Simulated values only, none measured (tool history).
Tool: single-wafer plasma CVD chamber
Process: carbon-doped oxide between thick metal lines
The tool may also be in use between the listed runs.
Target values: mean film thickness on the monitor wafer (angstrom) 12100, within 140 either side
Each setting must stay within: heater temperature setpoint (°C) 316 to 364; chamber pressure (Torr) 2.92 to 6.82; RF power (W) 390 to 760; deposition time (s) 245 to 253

run,hour,heater temperature setpoint (°C),chamber pressure (Torr),RF power (W),deposition time (s),mean film thickness on the monitor wafer (angstrom)
1,0,340,4.87,575,245,13481
2,7.6,340,4.36,575,245,13329
3,11.6,343,4.17,570,245,13152
4,20.5,343,3.68,570,245,12959
5,29.2,343,3.68,570,245,12958
6,31.4,343,3.68,570,253,13373
# hour 36.6: RF generator calibrated
7,36.6,345,3.55,565,253,13680
8,38.3,340,3.88,475,252,12451

Below are 5 possible settings for the next run. Only one of them brings all results inside the allowed miss of their targets. Which is it?
A,40,337,3.21,515,248,?
B,40,337,3.63,490,247,?
C,40,349,3.69,495,245,?
D,40,329,3.87,505,245,?
E,40,336,3.87,495,246,?

move,mean film thickness on the monitor wafer (angstrom)
A,12825
B,12539
C,12153
D,13050
E,12691
A: further off than the last run
B: further off than the last run
C: hits every target within its allowed miss
D: further off than the last run
E: further off than the last run
The right move is C.
